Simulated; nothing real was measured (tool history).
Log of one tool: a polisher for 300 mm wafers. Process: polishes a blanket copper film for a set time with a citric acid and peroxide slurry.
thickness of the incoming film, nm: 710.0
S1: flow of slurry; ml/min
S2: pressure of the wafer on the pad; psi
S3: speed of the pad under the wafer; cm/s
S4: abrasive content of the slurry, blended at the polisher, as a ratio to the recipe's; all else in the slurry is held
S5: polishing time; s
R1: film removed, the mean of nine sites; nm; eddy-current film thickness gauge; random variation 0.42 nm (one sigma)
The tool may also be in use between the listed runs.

run 1 hour=0.0 | S1=270 S2=3.2 S3=122 S4=1.0 S5=39 | R1=98.066
run 2 hour=6.1 | S1=270 S2=2.9 S3=122 S4=1.0 S5=39 | R1=88.831
run 3 hour=8.5 | S1=270 S2=3.7 S3=122 S4=1.0 S5=39 | R1=111.410
run 4 hour=13.5 | S1=270 S2=3.7 S3=102 S4=1.0 S5=39 | R1=94.400
run 5 hour=14.4 | S1=270 S2=3.7 S3=78 S4=1.0 S5=39 | R1=73.752
run 6 hour=17.4 | S1=270 S2=3.7 S3=78 S4=1.0 S5=35 | R1=65.144
run 7 hour=18.9 | S1=260 S2=3.6 S3=78 S4=1.0 S5=35 | R1=63.759
run 8 hour=24.0 | S1=255 S2=3.6 S3=78 S4=1.0 S5=35 | R1=63.384
run 9 hour=32.6 | S1=250 S2=3.6 S3=78 S4=1.0 S5=35 | R1=62.917
run 10 hour=34.5 | S1=245 S2=3.6 S3=78 S4=1.0 S5=35 | R1=62.980

Run 11 comes next. What will it give?
run 11 hour=43.3 | S1=240 S2=3.6 S3=78 S4=1.0 S5=35 | R1=?

R1: 62.980 nm
